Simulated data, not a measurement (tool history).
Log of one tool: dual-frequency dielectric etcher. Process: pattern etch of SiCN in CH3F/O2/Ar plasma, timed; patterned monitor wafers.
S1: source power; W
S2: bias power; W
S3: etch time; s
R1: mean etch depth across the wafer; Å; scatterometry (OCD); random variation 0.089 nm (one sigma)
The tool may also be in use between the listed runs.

| run | day | S1 | S2 | S3 | R1 |
|---|---|---|---|---|---|
| 1 | 0.000 | 310 | 55 | 79.0 | 246.50 |
| 2 | 0.183 | 310 | 55 | 79.0 | 249.96 |
| 3 | 0.279 | 270 | 50 | 79.0 | 227.22 |
| 4 | 0.350 | 250 | 47 | 79.0 | 210.74 |
| 5 | 0.533 | 250 | 52 | 79.0 | 219.47 |
| 6 | 0.783 | 230 | 51 | 79.0 | 207.90 |
| 7 | 0.850 | 220 | 51 | 79.0 | 203.23 |

The next listed run, before its measurement:
| 8 | 0.879 | 210 | 51 | 79.0 | ? |

Run 8 gave R1 200.12 Å.
